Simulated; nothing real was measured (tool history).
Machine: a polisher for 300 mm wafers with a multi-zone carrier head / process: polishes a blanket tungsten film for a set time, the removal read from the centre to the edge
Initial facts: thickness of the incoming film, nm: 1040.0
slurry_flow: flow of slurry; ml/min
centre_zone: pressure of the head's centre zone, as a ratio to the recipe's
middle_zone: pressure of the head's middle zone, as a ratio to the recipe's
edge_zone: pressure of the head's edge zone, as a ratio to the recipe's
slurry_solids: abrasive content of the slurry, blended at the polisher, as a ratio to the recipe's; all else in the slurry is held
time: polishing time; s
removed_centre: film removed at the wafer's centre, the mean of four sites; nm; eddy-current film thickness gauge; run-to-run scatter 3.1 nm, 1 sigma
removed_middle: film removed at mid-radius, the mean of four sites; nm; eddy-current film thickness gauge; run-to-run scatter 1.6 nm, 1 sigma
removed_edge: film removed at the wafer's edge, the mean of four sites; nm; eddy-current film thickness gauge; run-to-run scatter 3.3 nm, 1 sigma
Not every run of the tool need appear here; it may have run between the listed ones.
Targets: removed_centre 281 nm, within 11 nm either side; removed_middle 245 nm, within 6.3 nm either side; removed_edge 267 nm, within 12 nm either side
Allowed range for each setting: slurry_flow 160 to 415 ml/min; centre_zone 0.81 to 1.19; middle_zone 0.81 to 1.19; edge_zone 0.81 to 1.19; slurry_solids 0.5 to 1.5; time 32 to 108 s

run,hour,slurry_flow,centre_zone,middle_zone,edge_zone,slurry_solids,time,removed_centre,removed_middle,removed_edge
1,0,265,1,1,1,1,70,196.29,194.97,196.93
2,7.1,270,1.04,1,1.05,1.15,72,213.22,205.94,212.76
3,10.3,270,1.04,1,1.05,1.15,64,191.45,185.61,192.69
4,14.5,270,1.08,1,1.05,1.15,64,198.43,183.96,195.12
5,21.9,285,1.12,1.01,1.08,1.25,68,220.84,199.49,210.57
6,24,285,1.12,0.93,1.08,1.25,68,220.63,188.74,215.98
7,31.4,290,1.14,0.96,1.1,1.35,72,239.94,210.61,227.34
8,33.2,300,1.15,0.95,1.13,1.4,75,253.27,219.21,244.78
9,35,300,1.15,0.95,1.13,1.4,75,258.78,217.36,248.06
10,39.5,310,1.15,0.98,1.15,1.45,76,263.96,229.69,256.52
11,40.5,320,1.16,1,1.16,1.45,76,268.77,235.39,254.05
12,47.4,330,1.16,1,1.17,1.45,77,273.16,237.07,260.12

Consider the 5 candidate settings below. Which is the only one whose results all fall within their allowed miss of target?
A,54.3,230,1.12,0.93,1.16,1.15,86,?,?,?
B,54.3,345,1.13,0.96,1.09,1.2,85,?,?,?
C,54.3,330,1.18,1.1,1.11,1.5,74,?,?,?
D,54.3,260,1.17,0.95,1.18,1.5,77,?,?,?
E,54.3,375,1.09,0.94,1.13,1.5,77,?,?,?

move,removed_centre,removed_middle,removed_edge
A,267.83,227.79,270.24
B,280.77,242.48,268.78
C,266.14,248.9,247.9
D,268.32,223.88,262.43
E,262.39,229.08,262.87
A: its largest miss is bigger than the last run's
B: hits every target within its allowed miss
C: brings the result that was furthest off to its target, and leaves another outside
D: its largest miss is bigger than the last run's
E: its largest miss is bigger than the last run's
The right move is B.

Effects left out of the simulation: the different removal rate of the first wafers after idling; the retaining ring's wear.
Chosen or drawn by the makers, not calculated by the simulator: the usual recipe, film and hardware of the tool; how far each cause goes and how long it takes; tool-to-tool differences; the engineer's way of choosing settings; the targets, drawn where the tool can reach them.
